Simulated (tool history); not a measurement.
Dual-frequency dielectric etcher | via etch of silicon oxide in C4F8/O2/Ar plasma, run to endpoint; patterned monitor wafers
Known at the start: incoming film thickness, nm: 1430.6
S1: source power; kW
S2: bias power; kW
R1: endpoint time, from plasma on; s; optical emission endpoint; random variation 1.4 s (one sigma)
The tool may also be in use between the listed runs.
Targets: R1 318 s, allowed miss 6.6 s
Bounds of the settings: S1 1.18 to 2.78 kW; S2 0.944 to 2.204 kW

{"run": 1, "hour": 0.0, "S1": 1.98, "S2": 1.574, "R1": 289.17}
{"run": 2, "hour": 4.2, "S1": 1.92, "S2": 1.563, "R1": 294.45}
{"run": 3, "hour": 9.7, "S1": 1.88, "S2": 1.555, "R1": 300.76}
{"run": 4, "hour": 18.7, "S1": 1.85, "S2": 1.552, "R1": 304.05}
{"run": 5, "hour": 26.3, "S1": 1.85, "S2": 1.812, "R1": 285.52}
{"run": 6, "hour": 32.4, "S1": 1.85, "S2": 1.668, "R1": 295.68}
{"run": 7, "hour": 33.2, "S1": 1.82, "S2": 1.664, "R1": 297.22}
{"run": 8, "hour": 34.1, "S1": 1.79, "S2": 1.659, "R1": 299.36}
{"run": 9, "hour": 37.2, "S1": 1.49, "S2": 1.6, "R1": 333.08}
{"run": 10, "hour": 41.6, "S1": 1.51, "S2": 1.602, "R1": 332.96}
{"run": 11, "hour": 44.6, "S1": 1.53, "S2": 1.604, "R1": 328.26}
{"run": 12, "hour": 51.8, "S1": 1.54, "S2": 1.606, "R1": 328.5}
{"run": 13, "hour": 53.3, "S1": 1.55, "S2": 1.608, "R1": 327.73}
{"run": 14, "hour": 57.6, "S1": 1.7, "S2": 1.638, "R1": 310.72}
{"run": 15, "hour": 60.9, "S1": 1.69, "S2": 1.637, "R1": 311.37}

Which of these 4 next moves meets every target?
{"run": "A", "hour": 64.2, "S1": 1.59, "S2": 1.699, "R1": "?"}
{"run": "B", "hour": 64.2, "S1": 1.84, "S2": 1.193, "R1": "?"}
{"run": "C", "hour": 64.2, "S1": 1.67, "S2": 1.789, "R1": "?"}
{"run": "D", "hour": 64.2, "S1": 1.73, "S2": 1.685, "R1": "?"}

move=A R1=315.18
move=B R1=327.93
move=C R1=301.99
move=D R1=302.53
A: meets every target
B: takes the result that was furthest off past its target
C: further off than the last run
D: further off than the last run
The right move is A.

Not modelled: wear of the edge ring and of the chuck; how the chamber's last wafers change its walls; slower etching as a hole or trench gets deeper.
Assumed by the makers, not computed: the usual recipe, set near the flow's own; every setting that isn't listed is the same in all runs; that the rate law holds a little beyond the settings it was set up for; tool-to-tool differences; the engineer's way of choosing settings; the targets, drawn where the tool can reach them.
